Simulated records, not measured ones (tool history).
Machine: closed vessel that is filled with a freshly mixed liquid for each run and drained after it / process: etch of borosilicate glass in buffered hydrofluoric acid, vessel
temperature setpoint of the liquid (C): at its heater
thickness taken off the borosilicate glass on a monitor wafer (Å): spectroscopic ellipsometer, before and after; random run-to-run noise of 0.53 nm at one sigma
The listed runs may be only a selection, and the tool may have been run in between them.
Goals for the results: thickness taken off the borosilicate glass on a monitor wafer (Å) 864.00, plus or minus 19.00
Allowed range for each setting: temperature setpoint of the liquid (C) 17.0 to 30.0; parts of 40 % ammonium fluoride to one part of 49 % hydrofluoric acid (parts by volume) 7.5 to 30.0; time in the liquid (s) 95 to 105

run,hour,temperature setpoint of the liquid (C),parts of 40 % ammonium fluoride to one part of 49 % hydrofluoric acid (parts by volume),time in the liquid (s),thickness taken off the borosilicate glass on a monitor wafer (Å)
1,0.0,22.0,20.5,95,462.74
2,6.4,22.0,14.5,95,647.34
3,14.9,22.0,14.5,105,718.76
4,16.1,23.0,14.5,105,756.31
5,19.1,23.0,14.5,95,684.22
6,26.0,24.0,14.5,95,723.49
7,31.6,25.0,14.5,95,763.50
8,37.7,25.5,14.5,95,781.26

Exercise: of the 4 proposed moves below, exactly one satisfies all targets within the stated allowed misses. Which move is it?
A,43.8,26.5,14.5,100,?
B,43.8,26.5,15.5,100,?
C,43.8,25.0,13.0,100,?
D,43.8,26.0,13.5,100,?

move,thickness taken off the borosilicate glass on a monitor wafer (Å)
A,872.82
B,817.13
C,897.87
D,912.22
A: all results in spec
B: nearer the targets than the last run, but a result is still out of spec
C: moves the result that the last run missed by most past its target, out the other side
D: moves the result that the last run missed by most past its target, out the other side
Move A is the one to make.
